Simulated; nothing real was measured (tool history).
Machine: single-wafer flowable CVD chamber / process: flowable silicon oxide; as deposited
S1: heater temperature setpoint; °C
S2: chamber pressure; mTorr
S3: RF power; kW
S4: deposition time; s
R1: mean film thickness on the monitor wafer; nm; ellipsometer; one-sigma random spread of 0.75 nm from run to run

| run | hour | S1 | S2 | S3 | S4 | R1 |
|---|---|---|---|---|---|---|
| 1 | 0.0 | 95 | 902 | 2.150 | 895 | 733.46 |
| 2 | 8.1 | 95 | 902 | 2.440 | 895 | 749.57 |
| 3 | 13.0 | 95 | 1045 | 2.440 | 895 | 859.81 |
| 4 | 22.0 | 102 | 1006 | 2.435 | 895 | 652.74 |
| 5 | 27.0 | 107 | 988 | 2.430 | 895 | 538.29 |
|  | 28.4 | RF generator calibrated |
| 6 | 28.4 | 103 | 988 | 2.430 | 895 | 620.78 |

Estimate the outcome of run 7 from the log above:
| 7 | 31.2 | 108 | 974 | 2.430 | 895 | ? |

Run 7 gave R1 514.39 nm.

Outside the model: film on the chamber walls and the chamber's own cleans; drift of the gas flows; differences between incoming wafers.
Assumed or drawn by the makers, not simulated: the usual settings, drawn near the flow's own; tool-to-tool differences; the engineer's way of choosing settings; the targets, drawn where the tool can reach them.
